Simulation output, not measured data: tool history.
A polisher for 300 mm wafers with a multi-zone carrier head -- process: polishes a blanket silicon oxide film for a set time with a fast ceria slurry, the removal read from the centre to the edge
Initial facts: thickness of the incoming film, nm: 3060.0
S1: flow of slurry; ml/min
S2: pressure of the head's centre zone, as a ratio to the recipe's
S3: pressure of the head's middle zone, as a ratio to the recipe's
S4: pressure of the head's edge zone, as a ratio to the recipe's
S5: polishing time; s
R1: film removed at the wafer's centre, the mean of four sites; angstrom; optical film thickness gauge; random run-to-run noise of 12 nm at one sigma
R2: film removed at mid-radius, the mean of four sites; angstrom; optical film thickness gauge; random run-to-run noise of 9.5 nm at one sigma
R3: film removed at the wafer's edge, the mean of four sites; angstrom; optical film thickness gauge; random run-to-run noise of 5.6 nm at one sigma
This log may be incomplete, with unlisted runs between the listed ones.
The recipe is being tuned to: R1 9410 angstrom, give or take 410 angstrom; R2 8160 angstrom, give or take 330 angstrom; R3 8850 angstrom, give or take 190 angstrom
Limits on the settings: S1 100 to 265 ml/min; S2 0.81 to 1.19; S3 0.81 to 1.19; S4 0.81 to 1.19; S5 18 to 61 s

Run 1, hour 0: S1 170 ml/min, S2 1, S3 1, S4 1, S5 39 s. Result: R1 7631 angstrom, R2 7249.7 angstrom, R3 7533.2 angstrom.
Run 2, hour 4: S1 185 ml/min, S2 1.02, S3 1.01, S4 1.04, S5 39 s. Result: R1 7885.6 angstrom, R2 7327.5 angstrom, R3 7593.2 angstrom.
Run 3, hour 7.4: S1 185 ml/min, S2 1.02, S3 0.94, S4 1.04, S5 39 s. Result: R1 7826.4 angstrom, R2 7025.6 angstrom, R3 7722.1 angstrom.
Run 4, hour 10.7: S1 195 ml/min, S2 1.03, S3 0.95, S4 1.06, S5 40 s. Result: R1 8063.4 angstrom, R2 7348 angstrom, R3 8003.3 angstrom.
Run 5, hour 11.6: S1 200 ml/min, S2 1.05, S3 0.95, S4 1.08, S5 41 s. Result: R1 8402.9 angstrom, R2 7708.1 angstrom, R3 8292.9 angstrom.
Run 6, hour 16.2: S1 200 ml/min, S2 0.98, S3 0.95, S4 1.08, S5 41 s. Result: R1 7902.1 angstrom, R2 7448.4 angstrom, R3 8372.3 angstrom.
Run 7, hour 24.4: S1 205 ml/min, S2 1.01, S3 0.94, S4 1.09, S5 41 s. Result: R1 8295.3 angstrom, R2 7632.5 angstrom, R3 8286.1 angstrom.
Run 8, hour 25.8: S1 210 ml/min, S2 1.03, S3 0.93, S4 1.1, S5 41 s. Result: R1 8458.5 angstrom, R2 7531.1 angstrom, R3 8351.8 angstrom.
Run 9, hour 27.9: S1 215 ml/min, S2 1.04, S3 0.93, S4 1.11, S5 41 s. Result: R1 8396.5 angstrom, R2 7712.5 angstrom, R3 8428.8 angstrom.
Run 10, hour 32.3: S1 245 ml/min, S2 1.14, S3 0.91, S4 1.13, S5 42 s. Result: R1 9389.6 angstrom, R2 7600.9 angstrom, R3 8852.5 angstrom.
Run 11, hour 34.4: S1 245 ml/min, S2 1.14, S3 0.93, S4 1.13, S5 42 s. Result: R1 9571.1 angstrom, R2 7782.3 angstrom, R3 8816.1 angstrom.
Run 12, hour 41.5: S1 245 ml/min, S2 1.13, S3 0.94, S4 1.13, S5 42 s. Result: R1 9552.8 angstrom, R2 7739 angstrom, R3 8901.2 angstrom.

5 next moves are on the table. One of them brings every result within its allowed miss. Which?
Run A, hour 48.6: S1 260 ml/min, S2 1.19, S3 0.84, S4 1.18, S5 40 s. Result: R1 ?, R2 ?, R3 ?.
Run B, hour 48.6: S1 220 ml/min, S2 1.19, S3 0.81, S4 1.13, S5 42 s. Result: R1 ?, R2 ?, R3 ?.
Run C, hour 48.6: S1 265 ml/min, S2 1.19, S3 0.83, S4 1.15, S5 42 s. Result: R1 ?, R2 ?, R3 ?.
Run D, hour 48.6: S1 215 ml/min, S2 1.05, S3 0.92, S4 0.99, S5 45 s. Result: R1 ?, R2 ?, R3 ?.
Run E, hour 48.6: S1 235 ml/min, S2 1.06, S3 0.94, S4 1.11, S5 44 s. Result: R1 ?, R2 ?, R3 ?.

move      R1      R2      R3
   A  9289.6  7094.2  8691.9
   B  9569.3  7187.6  8814.1
   C  9773.6  7416.8  9018.4
   D  9289.6  8221.3  8818.8
   E  9245.9  8208.2  9186.5
A: its largest miss is bigger than the last run's
B: its largest miss is bigger than the last run's
C: its largest miss is bigger than the last run's
D: all results land within tolerance of their targets
E: brings the result that was furthest off to its target, and leaves another outside
D meets every target.

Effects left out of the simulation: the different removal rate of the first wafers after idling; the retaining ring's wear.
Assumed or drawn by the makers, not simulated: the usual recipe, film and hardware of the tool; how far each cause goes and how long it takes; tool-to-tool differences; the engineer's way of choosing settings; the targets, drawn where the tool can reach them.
